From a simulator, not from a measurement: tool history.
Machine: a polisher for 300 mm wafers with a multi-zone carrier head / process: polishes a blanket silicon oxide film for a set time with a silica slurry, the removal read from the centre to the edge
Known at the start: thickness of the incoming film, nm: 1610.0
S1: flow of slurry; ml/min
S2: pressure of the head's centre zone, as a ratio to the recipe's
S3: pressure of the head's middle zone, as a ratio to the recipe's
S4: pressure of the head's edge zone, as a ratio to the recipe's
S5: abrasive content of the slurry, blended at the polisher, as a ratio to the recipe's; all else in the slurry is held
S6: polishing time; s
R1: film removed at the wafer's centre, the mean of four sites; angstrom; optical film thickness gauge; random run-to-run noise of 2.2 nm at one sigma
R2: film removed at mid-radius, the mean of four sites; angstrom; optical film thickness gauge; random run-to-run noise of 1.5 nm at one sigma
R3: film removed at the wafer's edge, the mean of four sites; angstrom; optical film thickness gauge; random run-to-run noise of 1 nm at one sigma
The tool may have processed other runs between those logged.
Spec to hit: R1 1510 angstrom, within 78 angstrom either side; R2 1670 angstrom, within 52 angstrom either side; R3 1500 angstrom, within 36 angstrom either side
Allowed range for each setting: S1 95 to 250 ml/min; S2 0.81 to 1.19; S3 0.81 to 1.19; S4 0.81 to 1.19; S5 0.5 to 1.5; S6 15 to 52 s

Run 1, hour 0: S1 160 ml/min, S2 1, S3 1, S4 1, S5 1, S6 33 s. Result: R1 930.2 angstrom, R2 964.38 angstrom, R3 941.09 angstrom.
Run 2, hour 5: S1 170 ml/min, S2 1.01, S3 1.03, S4 1.03, S5 1.1, S6 34 s. Result: R1 1030 angstrom, R2 1087.5 angstrom, R3 1033.4 angstrom.
Run 3, hour 12.1: S1 180 ml/min, S2 1.02, S3 1.05, S4 1.06, S5 1.2, S6 35 s. Result: R1 1118.8 angstrom, R2 1190.5 angstrom, R3 1130.2 angstrom.
Run 4, hour 12.9: S1 185 ml/min, S2 1.03, S3 1.07, S4 1.08, S5 1.25, S6 36 s. Result: R1 1199.6 angstrom, R2 1258.4 angstrom, R3 1195.2 angstrom.
Run 5, hour 16.5: S1 185 ml/min, S2 1.03, S3 1.07, S4 1.08, S5 1.25, S6 29 s. Result: R1 962.53 angstrom, R2 1030.7 angstrom, R3 959.98 angstrom.
Run 6, hour 24.2: S1 190 ml/min, S2 1.03, S3 1.09, S4 1.09, S5 1.3, S6 31 s. Result: R1 1013 angstrom, R2 1121.1 angstrom, R3 1043.3 angstrom.
Run 7, hour 30.2: S1 195 ml/min, S2 1.04, S3 1.11, S4 1.1, S5 1.35, S6 33 s. Result: R1 1155 angstrom, R2 1245.6 angstrom, R3 1140.7 angstrom.
Run 8, hour 33.2: S1 200 ml/min, S2 1.04, S3 1.12, S4 1.11, S5 1.4, S6 34 s. Result: R1 1185.2 angstrom, R2 1305.4 angstrom, R3 1197.8 angstrom.
Run 9, hour 34.8: S1 205 ml/min, S2 1.05, S3 1.13, S4 1.12, S5 1.4, S6 35 s. Result: R1 1234.2 angstrom, R2 1360.6 angstrom, R3 1251.2 angstrom.
Run 10, hour 41.2: S1 210 ml/min, S2 1.06, S3 1.14, S4 1.13, S5 1.4, S6 36 s. Result: R1 1309.7 angstrom, R2 1440.1 angstrom, R3 1294.9 angstrom.
Run 11, hour 48.5: S1 215 ml/min, S2 1.06, S3 1.15, S4 1.14, S5 1.4, S6 37 s. Result: R1 1308 angstrom, R2 1483.1 angstrom, R3 1344.1 angstrom.
Run 12, hour 56.4: S1 220 ml/min, S2 1.07, S3 1.16, S4 1.15, S5 1.4, S6 37 s. Result: R1 1353.2 angstrom, R2 1498.1 angstrom, R3 1327.8 angstrom.
Run 13, hour 63.5: S1 220 ml/min, S2 1.07, S3 1.16, S4 1.15, S5 1.4, S6 38 s. Result: R1 1371.5 angstrom, R2 1520 angstrom, R3 1388.4 angstrom.
Run 14, hour 65.6: S1 220 ml/min, S2 1.07, S3 1.17, S4 1.15, S5 1.4, S6 38 s. Result: R1 1367.1 angstrom, R2 1522.5 angstrom, R3 1374.4 angstrom.
Run 15, hour 67.4: S1 225 ml/min, S2 1.07, S3 1.17, S4 1.15, S5 1.4, S6 38 s. Result: R1 1400.5 angstrom, R2 1565.9 angstrom, R3 1395 angstrom.
Run 16, hour 70.2: S1 230 ml/min, S2 1.07, S3 1.17, S4 1.15, S5 1.4, S6 38 s. Result: R1 1376.5 angstrom, R2 1519.7 angstrom, R3 1385.6 angstrom.
Run 17, hour 78.5: S1 230 ml/min, S2 1.08, S3 1.18, S4 1.16, S5 1.45, S6 39 s. Result: R1 1491.1 angstrom, R2 1628.5 angstrom, R3 1441.3 angstrom.
Run 18, hour 80.4: S1 230 ml/min, S2 1.08, S3 1.18, S4 1.16, S5 1.45, S6 39 s. Result: R1 1457.8 angstrom, R2 1626.2 angstrom, R3 1442 angstrom.
Run 19, hour 89.1: S1 230 ml/min, S2 1.08, S3 1.18, S4 1.17, S5 1.45, S6 39 s. Result: R1 1454 angstrom, R2 1649.2 angstrom, R3 1461.1 angstrom.
Run 20, hour 94.3: S1 230 ml/min, S2 1.08, S3 1.17, S4 1.17, S5 1.45, S6 39 s. Result: R1 1478.1 angstrom, R2 1605.9 angstrom, R3 1457.3 angstrom.

4 next moves are on the table. One of them brings every result within its allowed miss. Which?
Run A, hour 99.5: S1 235 ml/min, S2 1.01, S3 1.12, S4 1.19, S5 1.35, S6 40 s. Result: R1 ?, R2 ?, R3 ?.
Run B, hour 99.5: S1 240 ml/min, S2 1.05, S3 1.15, S4 1.14, S5 1.5, S6 40 s. Result: R1 ?, R2 ?, R3 ?.
Run C, hour 99.5: S1 240 ml/min, S2 0.96, S3 0.98, S4 1.19, S5 1.35, S6 42 s. Result: R1 ?, R2 ?, R3 ?.
Run D, hour 99.5: S1 200 ml/min, S2 1.06, S3 1.12, S4 1.14, S5 1.35, S6 41 s. Result: R1 ?, R2 ?, R3 ?.

move      R1      R2      R3
   A    1376  1555.8  1469.9
   B  1490.7    1657  1500.1
   C  1375.4  1462.5  1549.4
   D  1444.1    1559  1453.7
A: its largest miss is bigger than the last run's
B: every result lands within tolerance
C: its largest miss is bigger than the last run's
D: its largest miss is bigger than the last run's
The right move is B.

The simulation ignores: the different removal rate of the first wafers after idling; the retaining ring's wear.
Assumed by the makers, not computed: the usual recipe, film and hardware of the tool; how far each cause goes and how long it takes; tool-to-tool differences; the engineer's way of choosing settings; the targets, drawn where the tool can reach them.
